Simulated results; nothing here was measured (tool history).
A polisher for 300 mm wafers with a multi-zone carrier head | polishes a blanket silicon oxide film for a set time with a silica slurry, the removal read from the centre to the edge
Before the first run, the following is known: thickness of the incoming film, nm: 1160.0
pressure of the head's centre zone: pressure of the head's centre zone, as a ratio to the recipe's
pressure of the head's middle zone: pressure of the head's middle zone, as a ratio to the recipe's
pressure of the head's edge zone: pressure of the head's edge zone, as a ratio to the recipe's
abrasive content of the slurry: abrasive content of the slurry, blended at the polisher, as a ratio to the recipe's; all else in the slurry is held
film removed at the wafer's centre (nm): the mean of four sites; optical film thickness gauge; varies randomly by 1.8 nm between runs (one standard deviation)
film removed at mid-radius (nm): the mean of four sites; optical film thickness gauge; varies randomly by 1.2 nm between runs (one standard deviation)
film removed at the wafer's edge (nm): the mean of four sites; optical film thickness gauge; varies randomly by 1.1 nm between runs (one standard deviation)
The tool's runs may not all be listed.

run,day,flow of slurry (ml/min),pressure of the head's centre zone,pressure of the head's middle zone,pressure of the head's edge zone,abrasive content of the slurry,polishing time (s),film removed at the wafer's centre (nm),film removed at mid-radius (nm),film removed at the wafer's edge (nm)
1,0,225,1,1,1,1,43,128.63,130.52,132.48
2,0.271,240,1.05,0.99,0.99,1,43,138.15,132.4,133.63
3,0.429,220,1.05,0.99,0.99,1,43,137.01,129.54,132.15
4,0.738,230,1.08,0.98,0.98,1,43,138.63,128.65,133.42
5,0.825,230,1.08,0.98,0.98,1,34,111.16,102.23,104.5
6,0.883,230,1.08,0.98,0.98,1,28,89.692,83.927,85.927
7,1.192,250,1.12,0.98,0.98,1.15,30,110.66,99.278,99.767
8,1.254,315,1.19,0.98,1.08,1.4,31,132.53,112.44,117.92
9,1.612,315,1.19,0.98,1.08,1.4,31,129.72,111.32,117.26
10,1.954,315,1.19,0.97,1.04,1.45,33,141.38,117.14,125.95
11,2.062,315,1.19,0.97,1.04,1.45,33,145.7,119.7,125.04
12,2.221,315,1.19,0.97,1.04,1.45,33,139.02,118.38,124.24
13,2.483,315,1.19,0.97,1.04,1.45,33,143.19,119.65,126.45
14,2.583,320,1.19,0.97,1.01,1.45,34,145.81,121.83,127.78

Forecast run 15:
15,2.75,315,1.19,0.97,0.98,1.45,35,?,?,?

Run 15 gave film removed at the wafer's centre (nm) 151.36, film removed at mid-radius (nm) 126.01, film removed at the wafer's edge (nm) 128.44.
